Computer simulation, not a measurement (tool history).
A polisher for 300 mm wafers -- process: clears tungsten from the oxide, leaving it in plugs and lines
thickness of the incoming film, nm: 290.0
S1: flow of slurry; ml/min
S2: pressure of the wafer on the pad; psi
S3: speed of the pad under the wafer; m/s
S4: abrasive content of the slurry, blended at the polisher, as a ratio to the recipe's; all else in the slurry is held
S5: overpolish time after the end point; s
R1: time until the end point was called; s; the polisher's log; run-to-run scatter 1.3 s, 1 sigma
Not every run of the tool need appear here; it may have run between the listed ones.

Run 1, hour 0.0: S1 180 ml/min, S2 2.3 psi, S3 1.38 m/s, S4 1.0, S5 6 s. Result: R1 82.992 s.
Run 2, hour 1.7: S1 180 ml/min, S2 2.3 psi, S3 1.38 m/s, S4 1.2, S5 6 s. Result: R1 80.171 s.
Run 3, hour 6.9: S1 180 ml/min, S2 2.3 psi, S3 1.38 m/s, S4 1.2, S5 6 s. Result: R1 81.054 s.
Run 4, hour 15.9: S1 180 ml/min, S2 2.2 psi, S3 1.38 m/s, S4 1.2, S5 6 s. Result: R1 84.617 s.
Run 5, hour 24.6: S1 180 ml/min, S2 2.6 psi, S3 1.38 m/s, S4 1.2, S5 6 s. Result: R1 73.498 s.
Run 6, hour 29.1: S1 200 ml/min, S2 2.6 psi, S3 1.38 m/s, S4 1.2, S5 6 s. Result: R1 71.454 s.
Run 7, hour 31.0: S1 200 ml/min, S2 2.4 psi, S3 1.36 m/s, S4 1.2, S5 6 s. Result: R1 78.529 s.
Run 8, hour 34.5: S1 200 ml/min, S2 2.2 psi, S3 1.36 m/s, S4 1.2, S5 6 s. Result: R1 82.823 s.
Run 9, hour 41.2: S1 195 ml/min, S2 2.1 psi, S3 1.36 m/s, S4 1.2, S5 6 s. Result: R1 86.892 s.
Run 10, hour 42.0: S1 190 ml/min, S2 2.0 psi, S3 1.36 m/s, S4 1.2, S5 6 s. Result: R1 90.606 s.
Run 11, hour 49.2: S1 185 ml/min, S2 1.9 psi, S3 1.36 m/s, S4 1.2, S5 6 s. Result: R1 97.809 s.

Run 12 has not been measured yet. What should we expect?
Run 12, hour 53.4: S1 180 ml/min, S2 1.9 psi, S3 1.36 m/s, S4 1.2, S5 6 s. Result: R1 ?.

Run 12 gave R1 95.025 s.

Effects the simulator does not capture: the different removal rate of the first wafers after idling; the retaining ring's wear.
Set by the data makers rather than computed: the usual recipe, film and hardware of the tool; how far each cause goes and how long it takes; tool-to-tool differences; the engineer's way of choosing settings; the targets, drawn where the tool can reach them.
